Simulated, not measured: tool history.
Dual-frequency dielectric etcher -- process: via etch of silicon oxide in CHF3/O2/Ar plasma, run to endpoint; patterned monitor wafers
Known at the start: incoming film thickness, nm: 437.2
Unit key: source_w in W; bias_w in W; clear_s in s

run	hour	source_w	bias_w	clear_s
1	0	740	230	180.84
2	4.3	740	202	192.8
3	9.5	740	166	216.64
4	17.7	740	139	237.22
# hour 20.6: source power generator calibrated
5	20.6	810	139	217.69
6	26.3	930	139	203.96
7	26.9	900	139	209.21

Predict the results of run 8:
8	28.7	880	139	?

clear_s: 210.65 s
